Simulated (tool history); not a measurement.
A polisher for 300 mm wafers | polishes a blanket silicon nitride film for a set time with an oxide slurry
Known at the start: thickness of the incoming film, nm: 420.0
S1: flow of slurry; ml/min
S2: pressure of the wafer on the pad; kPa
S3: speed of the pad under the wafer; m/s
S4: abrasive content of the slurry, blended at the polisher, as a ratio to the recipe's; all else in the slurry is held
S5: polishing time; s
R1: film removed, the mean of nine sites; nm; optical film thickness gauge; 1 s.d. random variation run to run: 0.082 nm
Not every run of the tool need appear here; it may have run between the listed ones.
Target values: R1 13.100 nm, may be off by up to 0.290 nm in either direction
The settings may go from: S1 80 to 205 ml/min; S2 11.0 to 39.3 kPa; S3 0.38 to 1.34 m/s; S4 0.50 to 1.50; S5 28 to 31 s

run  hour   S1    S2    S3    S4  S5      R1
  1   0.0  135  24.8  0.86  1.00  31  20.450
  2   7.6  130  23.4  0.86  1.00  31  19.736
  3  12.8  130  28.3  0.86  1.00  31  23.010
  4  21.4  125  25.5  0.86  1.00  31  20.753
  5  25.4  120  23.4  0.86  1.00  31  19.157
  6  27.6  115  22.1  0.86  1.00  31  18.197
  7  36.0  110  20.7  0.86  1.00  31  16.948
  8  40.5  110  20.7  0.86  1.00  31  17.263
  9  44.4  105  19.3  0.86  1.00  31  15.926

Of the 5 settings listed for the next run, only one would bring every result within its allowed miss of target. Which one?
  A  48.3   90  20.7  1.02  1.00  29   ?
  B  48.3   80  17.9  0.78  1.10  28   ?
  C  48.3  115  15.9  0.70  1.10  30   ?
  D  48.3   80  20.7  0.64  1.10  31   ?
  E  48.3  115  21.4  1.10  1.25  28   ?

move      R1
   A  17.384
   B  12.258
   C  12.082
   D  12.953
   E  21.591
A: lands further from the targets than the last run did
B: pushes the last run's worst result past its target
C: pushes the last run's worst result past its target
D: all results land within tolerance of their targets
E: lands further from the targets than the last run did
Go with D: it meets all targets.
